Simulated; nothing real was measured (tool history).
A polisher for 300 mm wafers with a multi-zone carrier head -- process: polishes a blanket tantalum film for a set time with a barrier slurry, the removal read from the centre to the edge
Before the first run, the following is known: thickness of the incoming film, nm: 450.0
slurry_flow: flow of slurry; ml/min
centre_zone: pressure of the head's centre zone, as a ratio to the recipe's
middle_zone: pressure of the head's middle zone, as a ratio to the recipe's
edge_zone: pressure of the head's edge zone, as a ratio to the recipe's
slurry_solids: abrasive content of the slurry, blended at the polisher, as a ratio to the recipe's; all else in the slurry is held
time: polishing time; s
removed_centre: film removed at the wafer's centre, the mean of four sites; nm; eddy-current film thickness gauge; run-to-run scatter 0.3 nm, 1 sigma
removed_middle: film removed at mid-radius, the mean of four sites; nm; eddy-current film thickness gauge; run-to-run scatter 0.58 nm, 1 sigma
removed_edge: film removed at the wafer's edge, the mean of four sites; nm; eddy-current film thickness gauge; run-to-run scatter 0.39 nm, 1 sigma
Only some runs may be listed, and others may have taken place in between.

run	hour	slurry_flow	centre_zone	middle_zone	edge_zone	slurry_solids	time	removed_centre	removed_middle	removed_edge
1	0.0	305	1.00	1.00	1.00	1.00	43	31.053	31.054	30.120
2	6.3	305	1.00	0.94	1.00	1.00	43	31.198	29.808	30.181
3	11.7	310	1.02	0.97	1.00	1.05	43	32.429	30.865	30.903
4	16.2	315	1.04	1.00	1.00	1.10	43	33.752	32.015	31.207
5	20.6	315	1.04	1.00	1.00	1.10	37	28.876	27.754	26.880
6	22.4	315	1.04	1.00	1.00	1.20	37	29.435	28.322	27.460
7	27.9	320	1.06	1.03	1.01	1.25	38	31.132	29.849	28.684
8	29.5	325	1.08	1.05	1.01	1.30	39	32.789	31.673	29.541

Estimate the outcome of run 9 from the log above:
9	37.5	325	1.08	1.05	1.01	1.30	39	?	?	?

removed_centre: 33.330 nm
removed_middle: 32.108 nm
removed_edge: 29.946 nm
